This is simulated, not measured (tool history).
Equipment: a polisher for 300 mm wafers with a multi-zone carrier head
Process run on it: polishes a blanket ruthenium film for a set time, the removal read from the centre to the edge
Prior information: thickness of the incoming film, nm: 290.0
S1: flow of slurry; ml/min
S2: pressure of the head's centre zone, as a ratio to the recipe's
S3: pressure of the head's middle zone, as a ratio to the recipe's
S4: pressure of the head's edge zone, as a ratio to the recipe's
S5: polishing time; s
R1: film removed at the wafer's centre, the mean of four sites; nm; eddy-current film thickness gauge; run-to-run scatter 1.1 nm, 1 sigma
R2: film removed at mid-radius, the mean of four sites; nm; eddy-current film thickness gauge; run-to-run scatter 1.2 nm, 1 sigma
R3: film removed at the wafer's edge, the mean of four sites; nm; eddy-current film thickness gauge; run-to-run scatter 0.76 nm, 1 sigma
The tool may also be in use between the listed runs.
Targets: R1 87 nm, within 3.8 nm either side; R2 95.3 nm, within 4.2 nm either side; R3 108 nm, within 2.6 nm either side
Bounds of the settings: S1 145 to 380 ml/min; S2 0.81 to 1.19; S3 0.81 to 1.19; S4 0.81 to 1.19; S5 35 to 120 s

| run | day | S1 | S2 | S3 | S4 | S5 | R1 | R2 | R3 |
|---|---|---|---|---|---|---|---|---|---|
| 1 | 0 | 245 | 1 | 1 | 1 | 77 | 112.2 | 116.3 | 113.07 |
| 2 | 0.167 | 240 | 0.98 | 0.98 | 1 | 77 | 113.85 | 113.68 | 112.41 |
| 3 | 0.342 | 240 | 0.98 | 0.98 | 0.97 | 77 | 112.67 | 114.89 | 110.99 |
| 4 | 0.662 | 240 | 0.98 | 0.98 | 0.97 | 93 | 132.9 | 136.61 | 134.13 |
| 5 | 0.979 | 230 | 0.96 | 0.98 | 1 | 90 | 126.64 | 132.44 | 131.35 |
| 6 | 1.004 | 225 | 0.94 | 0.97 | 1.02 | 87 | 118.55 | 124.13 | 128.69 |
| 7 | 1.312 | 220 | 0.92 | 0.96 | 1.02 | 85 | 115.06 | 123.13 | 125.55 |
| 8 | 1.642 | 215 | 0.91 | 0.95 | 1.03 | 83 | 111.02 | 118.4 | 122.84 |
| 9 | 1.846 | 210 | 0.9 | 0.94 | 1.04 | 81 | 106.36 | 114.37 | 118.44 |
| 10 | 1.983 | 205 | 0.89 | 0.93 | 1.05 | 80 | 102.96 | 111.91 | 119.34 |
| 11 | 2.088 | 200 | 0.88 | 0.92 | 1.05 | 79 | 99.837 | 106.45 | 117.42 |
| 12 | 2.442 | 195 | 0.87 | 0.91 | 1.04 | 79 | 99.434 | 108.03 | 116.54 |
| 13 | 2.821 | 190 | 0.86 | 0.9 | 1.04 | 78 | 96.02 | 101.87 | 116.14 |

Of the 5 settings listed for the next run, only one would bring every result within its allowed miss of target. Which one?
| A | 3.2 | 245 | 0.82 | 1.01 | 1.07 | 71 | ? | ? | ? |
| B | 3.2 | 190 | 0.84 | 0.89 | 0.99 | 72 | ? | ? | ? |
| C | 3.2 | 170 | 0.81 | 0.82 | 0.95 | 77 | ? | ? | ? |
| D | 3.2 | 185 | 0.81 | 1.06 | 1.06 | 69 | ? | ? | ? |
| E | 3.2 | 175 | 0.83 | 0.98 | 1.04 | 74 | ? | ? | ? |

| move | R1 | R2 | R3 |
|---|---|---|---|
| A | 84.459 | 108.55 | 108.49 |
| B | 85.479 | 96.789 | 104.32 |
| C | 87.037 | 95.769 | 108.66 |
| D | 78.838 | 107.17 | 102.91 |
| E | 86.097 | 106.97 | 109.03 |
A: the furthest-off result lands on target, but another misses its tolerance
B: takes the result that was furthest off past its target
C: in spec on every target
D: takes the result that was furthest off past its target
E: the furthest-off result lands on target, but another misses its tolerance
Answer: C

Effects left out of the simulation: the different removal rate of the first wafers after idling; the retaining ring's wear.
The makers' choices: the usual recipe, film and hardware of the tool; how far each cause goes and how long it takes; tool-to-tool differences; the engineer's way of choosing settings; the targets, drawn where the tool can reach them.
